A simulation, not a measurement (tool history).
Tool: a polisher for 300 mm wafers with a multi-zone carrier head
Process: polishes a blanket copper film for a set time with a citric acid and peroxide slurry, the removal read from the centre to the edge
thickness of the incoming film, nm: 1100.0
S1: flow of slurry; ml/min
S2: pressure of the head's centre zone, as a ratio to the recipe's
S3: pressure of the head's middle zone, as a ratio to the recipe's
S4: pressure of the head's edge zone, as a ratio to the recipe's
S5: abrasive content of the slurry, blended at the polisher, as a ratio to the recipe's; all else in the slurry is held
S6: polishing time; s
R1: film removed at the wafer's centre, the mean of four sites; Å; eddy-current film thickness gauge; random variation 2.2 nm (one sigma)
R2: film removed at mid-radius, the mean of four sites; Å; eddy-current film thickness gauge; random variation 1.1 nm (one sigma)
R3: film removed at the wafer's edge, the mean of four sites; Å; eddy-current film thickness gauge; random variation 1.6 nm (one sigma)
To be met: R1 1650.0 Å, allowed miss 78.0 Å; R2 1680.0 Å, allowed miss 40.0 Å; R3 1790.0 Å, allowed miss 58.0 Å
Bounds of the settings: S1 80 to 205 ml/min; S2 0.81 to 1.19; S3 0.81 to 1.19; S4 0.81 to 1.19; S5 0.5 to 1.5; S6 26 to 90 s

run	day	S1	S2	S3	S4	S5	S6	R1	R2	R3
1	0.000	135	1.00	1.00	1.00	1.0	58	1520.5	1565.2	1531.2
2	0.321	140	1.00	1.00	1.03	1.0	58	1519.8	1562.3	1569.0
3	0.633	145	1.00	1.00	1.05	1.0	58	1566.7	1558.4	1580.3
4	0.875	145	1.00	0.96	1.05	1.0	58	1555.7	1521.3	1601.1
5	1.179	150	0.99	0.97	1.06	1.0	58	1547.4	1538.7	1601.1
6	1.262	150	1.04	0.97	1.06	1.0	58	1621.3	1540.8	1593.2
7	1.392	155	1.03	0.98	1.07	1.0	58	1597.2	1583.3	1629.6
8	1.667	160	1.03	0.98	1.08	1.0	58	1609.4	1579.4	1623.7
9	1.775	165	1.02	0.98	1.10	1.0	58	1621.8	1578.5	1654.2
10	2.012	165	1.02	0.98	1.10	1.0	58	1601.0	1578.7	1648.1
11	2.267	170	1.02	0.98	1.11	1.0	58	1626.1	1606.4	1685.5
12	2.633	175	1.02	0.98	1.12	1.0	58	1649.4	1584.8	1678.7
13	2.854	175	1.01	0.99	1.13	1.0	58	1600.9	1610.5	1674.6
14	2.967	180	1.01	0.99	1.14	1.0	58	1633.2	1617.9	1676.6

5 next moves are on the table. One of them brings every result within its allowed miss. Which?
A	3.079	175	0.92	0.93	1.17	1.3	56	?	?	?
B	3.079	200	1.08	0.88	1.18	0.8	64	?	?	?
C	3.079	175	1.04	1.08	1.14	1.0	57	?	?	?
D	3.079	160	0.90	0.82	1.19	1.2	64	?	?	?
E	3.079	150	0.98	0.98	1.15	0.5	71	?	?	?

move	R1	R2	R3
A	1516.0	1570.1	1746.3
B	1805.5	1599.0	1855.2
C	1597.0	1704.5	1662.5
D	1649.8	1581.4	1962.1
E	1636.5	1694.6	1807.0
A: brings the result that was furthest off to its target, and leaves another outside
B: takes the result that was furthest off past its target
C: further off than the last run
D: takes the result that was furthest off past its target
E: meets every target
The right move is E.
